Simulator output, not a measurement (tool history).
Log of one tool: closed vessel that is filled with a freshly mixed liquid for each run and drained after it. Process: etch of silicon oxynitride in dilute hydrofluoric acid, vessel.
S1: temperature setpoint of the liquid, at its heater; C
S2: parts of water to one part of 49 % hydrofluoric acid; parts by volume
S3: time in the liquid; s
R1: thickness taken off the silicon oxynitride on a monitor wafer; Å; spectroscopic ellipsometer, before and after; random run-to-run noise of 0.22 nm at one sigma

run	hour	S1	S2	S3	R1
1	0	20	115	370	73.559
2	1	20	90	370	95.773
3	7.5	20	65	370	134.31
4	16	18.5	65	370	125.66
5	24.1	18.5	50	370	164.73
6	27	21	50	370	186.95

Run 7 has not been measured yet. What should we expect?
7	32.8	21.5	50	370	?

Logged for run 7: R1 192.58 Å.
